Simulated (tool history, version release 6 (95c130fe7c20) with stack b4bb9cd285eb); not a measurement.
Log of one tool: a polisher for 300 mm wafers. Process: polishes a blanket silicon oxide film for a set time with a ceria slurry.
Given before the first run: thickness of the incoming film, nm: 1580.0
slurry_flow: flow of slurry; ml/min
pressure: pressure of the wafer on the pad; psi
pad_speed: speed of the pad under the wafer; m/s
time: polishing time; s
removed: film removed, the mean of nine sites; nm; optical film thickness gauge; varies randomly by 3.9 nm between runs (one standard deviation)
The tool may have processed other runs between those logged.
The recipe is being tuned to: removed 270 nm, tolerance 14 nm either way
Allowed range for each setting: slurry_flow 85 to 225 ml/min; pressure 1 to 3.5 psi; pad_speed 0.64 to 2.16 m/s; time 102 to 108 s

{"run": 1, "hour": 0.0, "slurry_flow": 145, "pressure": 2.2, "pad_speed": 1.4, "time": 102, "removed": 432.24}
{"run": 2, "hour": 7.2, "slurry_flow": 145, "pressure": 2.2, "pad_speed": 1.4, "time": 102, "removed": 432.53}
{"run": 3, "hour": 16.1, "slurry_flow": 170, "pressure": 2.2, "pad_speed": 1.4, "time": 102, "removed": 444.58}
{"run": 4, "hour": 17.4, "slurry_flow": 170, "pressure": 2, "pad_speed": 1.38, "time": 102, "removed": 386.45}
{"run": 5, "hour": 24.2, "slurry_flow": 170, "pressure": 2, "pad_speed": 1.38, "time": 108, "removed": 409.11}
{"run": 6, "hour": 30.4, "slurry_flow": 170, "pressure": 2, "pad_speed": 1.14, "time": 108, "removed": 350.9}
{"run": 7, "hour": 32.6, "slurry_flow": 170, "pressure": 1.9, "pad_speed": 1.14, "time": 108, "removed": 333.38}
{"run": 8, "hour": 36.3, "slurry_flow": 170, "pressure": 1.8, "pad_speed": 1.14, "time": 108, "removed": 305.83}
{"run": 9, "hour": 43.4, "slurry_flow": 170, "pressure": 1.7, "pad_speed": 1.14, "time": 108, "removed": 290.47}

4 next moves are on the table. One of them brings every result within its allowed miss. Which?
{"run": "A", "hour": 50.5, "slurry_flow": 155, "pressure": 1.7, "pad_speed": 0.96, "time": 102, "removed": "?"}
{"run": "B", "hour": 50.5, "slurry_flow": 185, "pressure": 1.6, "pad_speed": 1.02, "time": 102, "removed": "?"}
{"run": "C", "hour": 50.5, "slurry_flow": 155, "pressure": 1.7, "pad_speed": 1.04, "time": 108, "removed": "?"}
{"run": "D", "hour": 50.5, "slurry_flow": 135, "pressure": 1.9, "pad_speed": 1.06, "time": 108, "removed": "?"}

move=A removed=235.49
move=B removed=241.77
move=C removed=269.22
move=D removed=298.12
A: pushes the last run's worst result past its target
B: pushes the last run's worst result past its target
C: each result inside its tolerance
D: the biggest miss grows against the last run
The move that meets every target is C.
